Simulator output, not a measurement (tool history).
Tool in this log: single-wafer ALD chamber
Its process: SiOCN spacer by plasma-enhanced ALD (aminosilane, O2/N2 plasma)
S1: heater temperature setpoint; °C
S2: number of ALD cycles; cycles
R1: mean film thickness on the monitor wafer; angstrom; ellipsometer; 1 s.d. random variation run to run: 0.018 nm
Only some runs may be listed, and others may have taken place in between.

run 1 day=0 | S1=380 S2=76 | R1=44.573
run 2 day=0.204 | S1=380 S2=81 | R1=47.676
run 3 day=0.312 | S1=380 S2=85 | R1=49.922
run 4 day=0.562 | S1=388 S2=85 | R1=49.644
run 5 day=0.833 | S1=395 S2=85 | R1=49.853
run 6 day=1.021 | S1=395 S2=88 | R1=51.551
run 7 day=1.233 | S1=395 S2=88 | R1=51.377

Run 8 is up next; what results do you expect?
run 8 day=1.258 | S1=395 S2=90 | R1=?

{"run 8": {"R1": 52.886}}
